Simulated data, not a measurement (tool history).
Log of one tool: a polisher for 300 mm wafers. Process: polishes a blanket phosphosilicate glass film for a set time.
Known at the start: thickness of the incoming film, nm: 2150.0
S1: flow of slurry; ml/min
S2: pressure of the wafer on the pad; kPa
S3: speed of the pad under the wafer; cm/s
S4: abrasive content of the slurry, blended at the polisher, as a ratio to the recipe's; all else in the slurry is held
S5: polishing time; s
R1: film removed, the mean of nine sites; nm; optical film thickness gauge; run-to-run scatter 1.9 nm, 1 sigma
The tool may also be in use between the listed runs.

{"run": 1, "day": 0.0, "S1": 125, "S2": 18.6, "S3": 102, "S4": 1, "S5": 41, "R1": 253.5}
{"run": 2, "day": 0.325, "S1": 135, "S2": 19.3, "S3": 102, "S4": 1, "S5": 41, "R1": 264.55}
{"run": 3, "day": 0.467, "S1": 135, "S2": 19.3, "S3": 102, "S4": 0.8, "S5": 41, "R1": 233.97}
{"run": 4, "day": 0.571, "S1": 140, "S2": 20, "S3": 102, "S4": 0.8, "S5": 41, "R1": 242.91}
{"run": 5, "day": 0.933, "S1": 140, "S2": 21.4, "S3": 102, "S4": 0.8, "S5": 41, "R1": 254.89}
{"run": 6, "day": 1.217, "S1": 140, "S2": 21.4, "S3": 116, "S4": 0.8, "S5": 41, "R1": 283.54}
{"run": 7, "day": 1.254, "S1": 145, "S2": 21.4, "S3": 116, "S4": 0.8, "S5": 41, "R1": 289.55}

What will run 8 give?
{"run": 8, "day": 1.458, "S1": 150, "S2": 21.4, "S3": 116, "S4": 0.8, "S5": 41, "R1": "?"}

Run 8 measured R1 286.57 nm.
